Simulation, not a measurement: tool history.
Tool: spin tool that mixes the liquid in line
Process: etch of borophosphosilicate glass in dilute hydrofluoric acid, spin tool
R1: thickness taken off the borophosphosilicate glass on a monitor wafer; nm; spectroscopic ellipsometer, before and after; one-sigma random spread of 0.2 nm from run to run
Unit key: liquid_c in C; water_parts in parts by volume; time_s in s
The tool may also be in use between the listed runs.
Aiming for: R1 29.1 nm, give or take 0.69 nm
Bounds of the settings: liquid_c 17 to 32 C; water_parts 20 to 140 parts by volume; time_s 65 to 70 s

{"run": 1, "day": 0.0, "liquid_c": 24, "water_parts": 75, "time_s": 65, "R1": 37.166}
{"run": 2, "day": 0.046, "liquid_c": 23.5, "water_parts": 75, "time_s": 65, "R1": 36.767}
{"run": 3, "day": 0.408, "liquid_c": 23.5, "water_parts": 75, "time_s": 70, "R1": 39.511}
{"run": 4, "day": 0.596, "liquid_c": 25, "water_parts": 75, "time_s": 70, "R1": 41.997}
{"run": 5, "day": 0.858, "liquid_c": 24, "water_parts": 75, "time_s": 70, "R1": 40.424}
{"run": 6, "day": 0.917, "liquid_c": 23.5, "water_parts": 75, "time_s": 70, "R1": 39.514}
{"run": 7, "day": 1.15, "liquid_c": 23, "water_parts": 75, "time_s": 70, "R1": 38.785}
{"run": 8, "day": 1.508, "liquid_c": 22.5, "water_parts": 75, "time_s": 70, "R1": 38.478}
{"run": 9, "day": 1.696, "liquid_c": 22, "water_parts": 75, "time_s": 70, "R1": 36.886}
{"run": 10, "day": 1.821, "liquid_c": 21.5, "water_parts": 75, "time_s": 70, "R1": 36.793}

Below are 5 possible settings for the next run. Only one of them brings all results inside the allowed miss of their targets. Which is it?
{"run": "A", "day": 1.946, "liquid_c": 19.5, "water_parts": 80, "time_s": 65, "R1": "?"}
{"run": "B", "day": 1.946, "liquid_c": 24, "water_parts": 90, "time_s": 65, "R1": "?"}
{"run": "C", "day": 1.946, "liquid_c": 17.5, "water_parts": 70, "time_s": 65, "R1": "?"}
{"run": "D", "day": 1.946, "liquid_c": 17.5, "water_parts": 85, "time_s": 70, "R1": "?"}
{"run": "E", "day": 1.946, "liquid_c": 21, "water_parts": 80, "time_s": 65, "R1": "?"}

move=A R1=29.155
move=B R1=30.777
move=C R1=30.963
move=D R1=27.015
move=E R1=31.029
A: every result lands within tolerance
B: an improvement on the last run, though not all results are within tolerance
C: an improvement on the last run, though not all results are within tolerance
D: takes the biggest miss from the last run beyond its target
E: an improvement on the last run, though not all results are within tolerance
The move that meets every target is A.

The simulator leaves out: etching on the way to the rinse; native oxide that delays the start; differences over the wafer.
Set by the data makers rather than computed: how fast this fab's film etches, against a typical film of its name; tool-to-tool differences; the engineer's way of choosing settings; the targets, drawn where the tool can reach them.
